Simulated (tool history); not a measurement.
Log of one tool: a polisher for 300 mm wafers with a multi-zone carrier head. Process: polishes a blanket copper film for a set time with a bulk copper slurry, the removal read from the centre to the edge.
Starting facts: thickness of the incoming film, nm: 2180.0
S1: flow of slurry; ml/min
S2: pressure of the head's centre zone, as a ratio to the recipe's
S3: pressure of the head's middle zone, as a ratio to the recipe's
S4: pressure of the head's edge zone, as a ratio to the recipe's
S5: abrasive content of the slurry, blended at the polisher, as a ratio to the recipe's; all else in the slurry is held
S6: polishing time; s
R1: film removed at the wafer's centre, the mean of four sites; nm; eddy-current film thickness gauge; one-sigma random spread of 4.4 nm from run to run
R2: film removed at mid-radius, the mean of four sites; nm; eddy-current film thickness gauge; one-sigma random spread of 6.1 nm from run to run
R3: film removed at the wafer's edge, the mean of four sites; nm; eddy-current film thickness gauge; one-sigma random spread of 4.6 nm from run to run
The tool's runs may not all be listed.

run	hour	S1	S2	S3	S4	S5	S6	R1	R2	R3
1	0	195	1	1	1	1	67	487.75	513.94	505.28
2	6.7	195	1	1.07	1	1	67	493.58	540.32	505.26
3	8.6	200	0.98	1.07	1.03	1.1	68	507.96	562.92	530.71
4	12.2	200	0.98	1.07	0.99	1.1	68	503.25	562.46	521.38
5	15.2	200	0.98	0.99	0.99	1.1	68	505.88	533.89	528.87
6	22.9	210	0.95	1	1.02	1.15	69	501.74	550	549.27
7	28	215	0.93	1.01	1.04	1.2	70	511.98	583.71	572.33
8	33.3	220	0.92	1	1.07	1.25	71	522.42	587.4	599.97
9	37.8	220	0.92	1	1.07	1.25	71	521.96	587.21	591.81
10	44.8	225	0.91	1	1.09	1.3	72	528.34	608.68	619.91
11	48.3	235	0.9	1	1.11	1.35	72	531.53	605.52	631.17
12	51	240	0.89	1.01	1.12	1.4	73	550.16	636.59	650.79

Run 13, settings as shown, results not yet in. Your forecast:
13	59.3	245	0.88	1.01	1.13	1.4	73	?	?	?

{"run 13": {"R1": 542.49, "R2": 647.17, "R3": 656.69}}
